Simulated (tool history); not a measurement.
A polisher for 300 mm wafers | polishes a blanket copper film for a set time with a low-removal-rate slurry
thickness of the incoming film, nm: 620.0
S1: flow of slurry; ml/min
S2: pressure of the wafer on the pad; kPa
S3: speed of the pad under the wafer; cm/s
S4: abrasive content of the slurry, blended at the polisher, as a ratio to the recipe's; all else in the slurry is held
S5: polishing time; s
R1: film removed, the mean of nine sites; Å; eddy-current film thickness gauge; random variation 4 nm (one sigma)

{"run": 1, "day": 0.0, "S1": 180, "S2": 23.4, "S3": 98, "S4": 1.0, "S5": 85, "R1": 2519.1}
{"run": 2, "day": 0.021, "S1": 180, "S2": 23.4, "S3": 74, "S4": 1.0, "S5": 85, "R1": 1910.2}
{"run": 3, "day": 0.058, "S1": 185, "S2": 26.2, "S3": 78, "S4": 1.0, "S5": 85, "R1": 2298.4}
{"run": 4, "day": 0.392, "S1": 190, "S2": 28.3, "S3": 80, "S4": 1.0, "S5": 85, "R1": 2485.2}
{"run": 5, "day": 0.679, "S1": 190, "S2": 30.3, "S3": 84, "S4": 1.0, "S5": 85, "R1": 2801.1}
{"run": 6, "day": 0.717, "S1": 195, "S2": 31.7, "S3": 88, "S4": 1.0, "S5": 85, "R1": 3079.0}
{"day": 1.008, "done": "slurry blender recalibrated"}
{"run": 7, "day": 1.008, "S1": 195, "S2": 33.1, "S3": 92, "S4": 1.0, "S5": 85, "R1": 3451.1}
{"run": 8, "day": 1.1, "S1": 195, "S2": 33.1, "S3": 92, "S4": 1.0, "S5": 85, "R1": 3529.3}
{"run": 9, "day": 1.238, "S1": 195, "S2": 33.8, "S3": 94, "S4": 1.0, "S5": 85, "R1": 3603.0}
{"run": 10, "day": 1.354, "S1": 195, "S2": 34.5, "S3": 96, "S4": 1.0, "S5": 85, "R1": 3831.7}

Forecast run 11:
{"run": 11, "day": 1.558, "S1": 195, "S2": 35.2, "S3": 96, "S4": 1.0, "S5": 85, "R1": "?"}

R1: 3933.9 Å
